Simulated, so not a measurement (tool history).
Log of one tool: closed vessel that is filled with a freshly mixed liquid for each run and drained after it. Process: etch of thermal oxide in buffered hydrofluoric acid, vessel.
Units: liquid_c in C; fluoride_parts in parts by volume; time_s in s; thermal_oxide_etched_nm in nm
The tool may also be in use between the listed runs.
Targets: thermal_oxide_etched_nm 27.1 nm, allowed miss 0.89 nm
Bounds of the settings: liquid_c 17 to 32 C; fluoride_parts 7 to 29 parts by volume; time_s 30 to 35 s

run 1 day=0 | liquid_c=24 fluoride_parts=18 time_s=35 | thermal_oxide_etched_nm=22.873
run 2 day=0.242 | liquid_c=20.5 fluoride_parts=18 time_s=35 | thermal_oxide_etched_nm=18.851
run 3 day=0.325 | liquid_c=21.5 fluoride_parts=18 time_s=35 | thermal_oxide_etched_nm=19.635
run 4 day=0.629 | liquid_c=21.5 fluoride_parts=22.5 time_s=35 | thermal_oxide_etched_nm=16.453
run 5 day=0.854 | liquid_c=21.5 fluoride_parts=22.5 time_s=30 | thermal_oxide_etched_nm=14.49
run 6 day=0.883 | liquid_c=21.5 fluoride_parts=18.5 time_s=30 | thermal_oxide_etched_nm=16.484
run 7 day=1.142 | liquid_c=22.5 fluoride_parts=18.5 time_s=30 | thermal_oxide_etched_nm=17.775
run 8 day=1.379 | liquid_c=22.5 fluoride_parts=18.5 time_s=30 | thermal_oxide_etched_nm=17.763
run 9 day=1.512 | liquid_c=23.5 fluoride_parts=18.5 time_s=30 | thermal_oxide_etched_nm=18.608
run 10 day=1.662 | liquid_c=24.5 fluoride_parts=18.5 time_s=30 | thermal_oxide_etched_nm=19.733
run 11 day=1.683 | liquid_c=25.5 fluoride_parts=18.5 time_s=30 | thermal_oxide_etched_nm=20.825
run 12 day=1.867 | liquid_c=25.5 fluoride_parts=18.5 time_s=30 | thermal_oxide_etched_nm=20.557
run 13 day=2.171 | liquid_c=26 fluoride_parts=18.5 time_s=30 | thermal_oxide_etched_nm=21.429

Which of these 4 next moves meets every target?
run A day=2.475 | liquid_c=27.5 fluoride_parts=16.5 time_s=35 | thermal_oxide_etched_nm=?
run B day=2.475 | liquid_c=25 fluoride_parts=22.5 time_s=30 | thermal_oxide_etched_nm=?
run C day=2.475 | liquid_c=26.5 fluoride_parts=21 time_s=30 | thermal_oxide_etched_nm=?
run D day=2.475 | liquid_c=25.5 fluoride_parts=14 time_s=30 | thermal_oxide_etched_nm=?

move=A thermal_oxide_etched_nm=30.279
move=B thermal_oxide_etched_nm=17.333
move=C thermal_oxide_etched_nm=19.698
move=D thermal_oxide_etched_nm=27.412
A: takes the result that was furthest off past its target
B: further off than the last run
C: further off than the last run
D: meets every target
The right move is D.
